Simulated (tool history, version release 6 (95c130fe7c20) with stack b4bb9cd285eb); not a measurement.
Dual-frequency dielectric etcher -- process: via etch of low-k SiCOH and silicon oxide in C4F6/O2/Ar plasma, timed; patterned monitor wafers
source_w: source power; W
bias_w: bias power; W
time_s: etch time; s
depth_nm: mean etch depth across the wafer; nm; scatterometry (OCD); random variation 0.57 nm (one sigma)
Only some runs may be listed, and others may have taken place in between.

{"run": 1, "hour": 0.0, "source_w": 420, "bias_w": 198, "time_s": 54.5, "depth_nm": 137.62}
{"run": 2, "hour": 2.4, "source_w": 450, "bias_w": 198, "time_s": 54.5, "depth_nm": 143.38}
{"run": 3, "hour": 5.7, "source_w": 400, "bias_w": 198, "time_s": 54.5, "depth_nm": 134.9}
{"run": 4, "hour": 12.6, "source_w": 400, "bias_w": 198, "time_s": 57, "depth_nm": 140.48}
{"run": 5, "hour": 21.4, "source_w": 450, "bias_w": 198, "time_s": 57, "depth_nm": 149.53}
{"run": 6, "hour": 25.4, "source_w": 390, "bias_w": 198, "time_s": 57, "depth_nm": 138.17}
{"run": 7, "hour": 30.6, "source_w": 390, "bias_w": 198, "time_s": 57, "depth_nm": 139.53}
{"run": 8, "hour": 35.0, "source_w": 410, "bias_w": 199, "time_s": 57, "depth_nm": 142.6}

What will run 9 give?
{"run": 9, "hour": 40.9, "source_w": 420, "bias_w": 200, "time_s": 57, "depth_nm": "?"}

Run 9 produced depth_nm 143.84 nm.

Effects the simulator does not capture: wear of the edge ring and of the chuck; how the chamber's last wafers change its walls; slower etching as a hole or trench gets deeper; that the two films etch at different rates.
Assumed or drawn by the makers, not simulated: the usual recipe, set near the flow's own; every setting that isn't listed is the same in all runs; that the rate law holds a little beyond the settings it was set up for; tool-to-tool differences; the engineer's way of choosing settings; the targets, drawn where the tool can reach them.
